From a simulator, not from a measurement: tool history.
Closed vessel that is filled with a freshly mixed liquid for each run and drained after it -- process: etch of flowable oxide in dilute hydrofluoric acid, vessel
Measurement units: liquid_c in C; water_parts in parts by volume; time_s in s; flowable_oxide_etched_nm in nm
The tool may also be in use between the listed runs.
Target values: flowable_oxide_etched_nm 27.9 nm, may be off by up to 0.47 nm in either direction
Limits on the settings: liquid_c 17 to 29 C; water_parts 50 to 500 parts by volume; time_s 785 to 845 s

run	hour	liquid_c	water_parts	time_s	flowable_oxide_etched_nm
1	0	21	275	785	48.503
2	3.8	21	240	785	57.35
3	12.5	19.5	240	785	54.402
4	21	19	260	785	48.505
5	25.2	19	305	785	39.338
6	32.4	20	305	785	40.897
7	34.7	19.5	315	785	38.479
8	41.8	19	325	785	36.342
9	47.9	18.5	330	785	34.98
10	52.9	18.5	335	785	34.222
11	54.1	18.5	340	785	33.339
12	56.1	18.5	345	785	32.948
13	63.7	18.5	350	785	32.655
14	69	18.5	355	785	32.035
15	72	18.5	360	785	31.239
16	74.1	17.5	370	785	29.097
17	80.6	17.5	370	785	28.858

Exactly one of the 5 candidate moves below puts every result within its allowed miss. Which one?
A	87.1	18	380	805	?
B	87.1	22	415	785	?
C	87.1	19	395	785	?
D	87.1	17	365	785	?
E	87.1	17.5	370	790	?

move	flowable_oxide_etched_nm
A	29.291
B	29.035
C	28.086
D	29.069
E	29.253
A: the biggest miss grows against the last run
B: the biggest miss grows against the last run
C: hits every target within its allowed miss
D: the biggest miss grows against the last run
E: the biggest miss grows against the last run
The right move is C.

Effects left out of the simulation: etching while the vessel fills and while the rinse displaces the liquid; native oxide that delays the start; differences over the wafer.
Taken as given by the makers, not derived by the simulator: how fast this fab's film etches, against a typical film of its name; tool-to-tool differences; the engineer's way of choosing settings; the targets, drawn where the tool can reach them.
